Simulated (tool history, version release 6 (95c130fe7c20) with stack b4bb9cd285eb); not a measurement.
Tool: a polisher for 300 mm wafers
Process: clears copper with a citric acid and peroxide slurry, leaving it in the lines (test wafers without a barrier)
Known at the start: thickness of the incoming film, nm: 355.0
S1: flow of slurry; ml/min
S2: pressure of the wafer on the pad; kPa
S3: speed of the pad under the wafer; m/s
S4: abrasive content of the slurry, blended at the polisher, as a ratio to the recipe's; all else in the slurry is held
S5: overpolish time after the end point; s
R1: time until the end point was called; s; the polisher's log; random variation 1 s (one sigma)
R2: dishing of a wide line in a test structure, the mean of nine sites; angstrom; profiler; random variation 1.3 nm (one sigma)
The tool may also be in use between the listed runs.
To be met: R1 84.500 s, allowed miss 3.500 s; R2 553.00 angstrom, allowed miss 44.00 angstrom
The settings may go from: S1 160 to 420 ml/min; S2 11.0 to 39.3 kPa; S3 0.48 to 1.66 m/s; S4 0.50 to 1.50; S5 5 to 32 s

run	hour	S1	S2	S3	S4	S5	R1	R2
1	0.0	270	24.8	1.06	1.00	16	130.330	306.06
2	7.3	270	26.2	1.06	1.00	16	129.090	329.26
3	13.1	270	26.2	1.06	1.15	16	122.830	337.28
4	19.0	270	27.6	1.06	1.15	16	117.820	354.10
5	21.4	270	29.0	1.06	1.15	16	113.170	355.30
6	27.3	270	29.0	1.06	0.95	16	115.030	352.10
7	30.3	270	30.3	1.06	0.95	16	110.470	373.62
8	38.0	270	31.0	1.06	0.95	16	109.130	388.96
9	41.7	270	37.9	1.08	0.95	18	90.393	495.54

Which of these 5 next moves meets every target?
A	45.4	280	39.3	1.22	0.80	14	?	?
B	45.4	250	35.2	1.10	0.90	17	?	?
C	45.4	305	34.5	1.12	1.05	21	?	?
D	45.4	320	38.6	1.08	1.05	20	?	?
E	45.4	255	38.6	1.06	0.80	18	?	?

move	R1	R2
A	78.479	462.59
B	96.062	457.02
C	92.218	559.40
D	85.521	575.44
E	92.455	496.85
A: takes the result that was furthest off past its target
B: further off than the last run
C: further off than the last run
D: meets every target
E: further off than the last run
Answer: D

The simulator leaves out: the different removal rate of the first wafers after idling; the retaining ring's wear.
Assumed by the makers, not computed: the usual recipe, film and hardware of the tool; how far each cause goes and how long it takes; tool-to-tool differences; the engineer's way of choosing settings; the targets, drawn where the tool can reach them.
